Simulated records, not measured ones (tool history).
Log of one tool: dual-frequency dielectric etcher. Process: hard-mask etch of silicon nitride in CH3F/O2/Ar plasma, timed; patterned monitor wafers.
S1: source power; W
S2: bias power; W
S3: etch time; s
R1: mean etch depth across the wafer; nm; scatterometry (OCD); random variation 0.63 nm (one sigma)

run	day	S1	S2	S3	R1
1	0	290	93	172	109.47
2	0.208	290	93	179	115.32
3	0.371	300	94	179	116.11
4	0.45	310	96	179	118.11
5	0.742	310	96	179	117.48
6	0.775	310	89	179	114.01
7	1.112	320	93	179	118

Run 8 comes next. What will it give?
8	1.317	330	94	179	?

R1: 119.39 nm
